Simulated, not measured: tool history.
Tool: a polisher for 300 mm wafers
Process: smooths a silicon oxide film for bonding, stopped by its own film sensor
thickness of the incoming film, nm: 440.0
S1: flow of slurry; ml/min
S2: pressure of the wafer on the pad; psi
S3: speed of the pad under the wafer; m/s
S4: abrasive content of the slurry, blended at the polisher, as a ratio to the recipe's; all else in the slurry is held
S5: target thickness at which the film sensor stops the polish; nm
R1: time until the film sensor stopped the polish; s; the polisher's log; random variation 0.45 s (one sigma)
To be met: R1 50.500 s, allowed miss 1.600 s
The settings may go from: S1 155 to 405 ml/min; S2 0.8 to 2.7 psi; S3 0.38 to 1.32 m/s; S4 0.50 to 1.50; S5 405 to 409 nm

run 1 hour=0.0 | S1=260 S2=1.7 S3=0.84 S4=1.00 S5=405 | R1=73.668
run 2 hour=3.9 | S1=260 S2=1.8 S3=0.84 S4=1.00 S5=405 | R1=71.896
run 3 hour=12.2 | S1=260 S2=1.9 S3=0.84 S4=1.00 S5=405 | R1=66.957
run 4 hour=18.8 | S1=260 S2=2.0 S3=0.84 S4=1.00 S5=405 | R1=63.694
run 5 hour=23.4 | S1=260 S2=2.1 S3=0.84 S4=1.00 S5=405 | R1=60.702
run 6 hour=30.9 | S1=260 S2=2.1 S3=0.62 S4=1.00 S5=405 | R1=76.977
run 7 hour=38.4 | S1=260 S2=2.2 S3=0.64 S4=1.00 S5=405 | R1=73.199
run 8 hour=42.9 | S1=260 S2=2.3 S3=0.66 S4=1.00 S5=405 | R1=67.557

5 next moves are on the table. One of them brings every result within its allowed miss. Which?
run A hour=47.4 | S1=255 S2=2.4 S3=0.70 S4=1.05 S5=408 | R1=?
run B hour=47.4 | S1=260 S2=2.2 S3=0.50 S4=1.05 S5=405 | R1=?
run C hour=47.4 | S1=265 S2=2.4 S3=0.80 S4=1.00 S5=408 | R1=?
run D hour=47.4 | S1=285 S2=2.3 S3=0.78 S4=0.95 S5=408 | R1=?
run E hour=47.4 | S1=315 S2=2.6 S3=0.72 S4=0.90 S5=407 | R1=?

move=A R1=54.984
move=B R1=85.512
move=C R1=50.549
move=D R1=54.976
move=E R1=54.875
A: nearer than the last run, and not there yet
B: further off than the last run
C: meets every target
D: nearer than the last run, and not there yet
E: nearer than the last run, and not there yet
The right move is C.
